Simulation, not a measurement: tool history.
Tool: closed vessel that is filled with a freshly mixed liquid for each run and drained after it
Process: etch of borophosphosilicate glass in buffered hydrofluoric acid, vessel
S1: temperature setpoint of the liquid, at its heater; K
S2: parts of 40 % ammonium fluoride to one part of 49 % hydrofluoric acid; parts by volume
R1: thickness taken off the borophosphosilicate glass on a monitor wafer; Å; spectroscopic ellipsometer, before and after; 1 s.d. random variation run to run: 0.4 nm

Run 1, hour 0: S1 297.15 K, S2 17.5 parts by volume, time in the liquid (s) 30. Result: R1 573.66 Å.
Run 2, hour 2.1: S1 297.15 K, S2 22.5 parts by volume, time in the liquid (s) 30. Result: R1 463.94 Å.
Run 3, hour 10.9: S1 297.15 K, S2 26 parts by volume, time in the liquid (s) 30. Result: R1 420.47 Å.
Run 4, hour 12.6: S1 297.15 K, S2 26 parts by volume, time in the liquid (s) 30. Result: R1 423.16 Å.
Run 5, hour 15: S1 297.15 K, S2 26 parts by volume, time in the liquid (s) 30. Result: R1 420.26 Å.
Run 6, hour 23.2: S1 298.15 K, S2 26 parts by volume, time in the liquid (s) 30. Result: R1 447.32 Å.

What will run 7 give?
Run 7, hour 32.2: S1 298.65 K, S2 26 parts by volume, time in the liquid (s) 30. Result: R1 ?.

R1: 451.15 Å
